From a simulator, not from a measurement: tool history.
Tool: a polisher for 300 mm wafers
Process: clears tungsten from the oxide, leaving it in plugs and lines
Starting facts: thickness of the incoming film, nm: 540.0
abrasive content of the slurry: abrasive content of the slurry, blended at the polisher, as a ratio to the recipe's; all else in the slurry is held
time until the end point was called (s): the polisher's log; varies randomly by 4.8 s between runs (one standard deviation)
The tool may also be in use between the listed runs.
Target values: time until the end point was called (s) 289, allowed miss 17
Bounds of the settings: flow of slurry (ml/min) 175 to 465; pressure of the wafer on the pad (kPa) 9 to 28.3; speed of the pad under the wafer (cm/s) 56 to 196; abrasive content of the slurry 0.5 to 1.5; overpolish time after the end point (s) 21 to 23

| run | day | flow of slurry (ml/min) | pressure of the wafer on the pad (kPa) | speed of the pad under the wafer (cm/s) | abrasive content of the slurry | overpolish time after the end point (s) | time until the end point was called (s) |
|---|---|---|---|---|---|---|---|
| 1 | 0 | 295 | 18.6 | 126 | 1 | 21 | 148.77 |
| 2 | 0.233 | 350 | 18.6 | 126 | 1 | 21 | 151.63 |
| 3 | 0.429 | 350 | 16.5 | 122 | 1 | 21 | 172.04 |
| 4 | 0.783 | 350 | 16.5 | 122 | 0.8 | 21 | 182.47 |
| 5 | 0.846 | 350 | 16.5 | 122 | 0.7 | 21 | 195.56 |
| 6 | 1.133 | 350 | 20 | 122 | 0.7 | 21 | 162.96 |
| 7 | 1.5 | 350 | 17.9 | 118 | 0.7 | 21 | 185.39 |
| 8 | 1.65 | 350 | 15.9 | 116 | 0.7 | 21 | 214.21 |
| 9 | 1.754 | 350 | 14.5 | 116 | 0.7 | 21 | 226.9 |
| 10 | 1.858 | 350 | 13.8 | 116 | 0.7 | 21 | 235.13 |
| 11 | 1.946 | 350 | 9.7 | 112 | 0.7 | 21 | 342.08 |
| 12 | 2.233 | 350 | 10.3 | 112 | 0.7 | 21 | 308.63 |

Which single option among these 5 for the next run brings every result within its allowed miss of target? Just one does.
| A | 2.521 | 365 | 10.3 | 118 | 0.85 | 21 | ? |
| B | 2.521 | 245 | 15.2 | 116 | 0.5 | 23 | ? |
| C | 2.521 | 300 | 10.3 | 112 | 0.55 | 21 | ? |
| D | 2.521 | 335 | 11 | 130 | 0.8 | 23 | ? |
| E | 2.521 | 320 | 16.5 | 92 | 0.7 | 21 | ? |

| move | time until the end point was called (s) |
|---|---|
| A | 291.43 |
| B | 259.25 |
| C | 360.52 |
| D | 256.79 |
| E | 258 |
A: hits every target within its allowed miss
B: takes the biggest miss from the last run beyond its target
C: lands further from the targets than the last run did
D: takes the biggest miss from the last run beyond its target
E: takes the biggest miss from the last run beyond its target
The right move is A.
